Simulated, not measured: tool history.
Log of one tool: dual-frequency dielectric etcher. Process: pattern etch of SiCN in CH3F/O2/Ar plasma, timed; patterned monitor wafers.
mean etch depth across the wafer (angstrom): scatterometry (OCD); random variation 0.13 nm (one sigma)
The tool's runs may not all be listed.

| run | hour | source power (kW) | bias power (kW) | etch time (s) | mean etch depth across the wafer (angstrom) |
|---|---|---|---|---|---|
| 1 | 0.0 | 0.530 | 0.062 | 59.5 | 224.66 |
| 2 | 8.2 | 0.500 | 0.061 | 59.5 | 217.08 |
| 3 | 12.1 | 0.480 | 0.060 | 59.5 | 210.26 |
| 4 | 16.0 | 0.470 | 0.060 | 59.5 | 210.60 |
| 5 | 18.9 | 0.470 | 0.056 | 59.5 | 208.29 |
| 6 | 26.2 | 0.470 | 0.061 | 59.5 | 210.07 |

Forecast run 7:
| 7 | 29.1 | 0.460 | 0.061 | 59.5 | ? |

{"run 7": {"mean etch depth across the wafer (angstrom)": 208.9}}
